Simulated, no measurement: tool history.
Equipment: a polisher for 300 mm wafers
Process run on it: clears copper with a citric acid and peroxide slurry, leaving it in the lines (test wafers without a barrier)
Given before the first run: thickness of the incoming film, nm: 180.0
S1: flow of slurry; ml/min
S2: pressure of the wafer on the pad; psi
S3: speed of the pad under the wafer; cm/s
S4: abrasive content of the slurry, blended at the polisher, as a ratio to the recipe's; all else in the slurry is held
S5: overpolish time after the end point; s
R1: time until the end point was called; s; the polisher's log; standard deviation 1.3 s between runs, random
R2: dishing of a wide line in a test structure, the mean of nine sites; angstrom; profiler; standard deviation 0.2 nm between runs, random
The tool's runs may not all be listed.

{"run": 1, "hour": 0.0, "S1": 160, "S2": 3.1, "S3": 88, "S4": 1, "S5": 28, "R1": 104.61, "R2": 381.07}
{"run": 2, "hour": 6.7, "S1": 175, "S2": 3.1, "S3": 88, "S4": 1, "S5": 28, "R1": 103.53, "R2": 377.77}
{"run": 3, "hour": 11.3, "S1": 160, "S2": 3.1, "S3": 88, "S4": 1, "S5": 28, "R1": 103.05, "R2": 375.41}
{"run": 4, "hour": 13.8, "S1": 145, "S2": 2.8, "S3": 92, "S4": 1, "S5": 23, "R1": 107.71, "R2": 295.64}
{"run": 5, "hour": 17.1, "S1": 130, "S2": 2.4, "S3": 100, "S4": 0.9, "S5": 19, "R1": 111.42, "R2": 245.52}
{"run": 6, "hour": 20.3, "S1": 120, "S2": 2.1, "S3": 104, "S4": 0.95, "S5": 16, "R1": 113.05, "R2": 197.78}
{"run": 7, "hour": 22.0, "S1": 115, "S2": 1.9, "S3": 106, "S4": 1.05, "S5": 14, "R1": 120.06, "R2": 178.19}
{"run": 8, "hour": 29.3, "S1": 160, "S2": 1.6, "S3": 102, "S4": 0.8, "S5": 8, "R1": 130.62, "R2": 91.442}

Run 9 is up next; what results do you expect?
{"run": 9, "hour": 36.2, "S1": 155, "S2": 1.7, "S3": 102, "S4": 0.8, "S5": 8, "R1": "?", "R2": "?"}

R1: 127.95 s
R2: 93.136 angstrom

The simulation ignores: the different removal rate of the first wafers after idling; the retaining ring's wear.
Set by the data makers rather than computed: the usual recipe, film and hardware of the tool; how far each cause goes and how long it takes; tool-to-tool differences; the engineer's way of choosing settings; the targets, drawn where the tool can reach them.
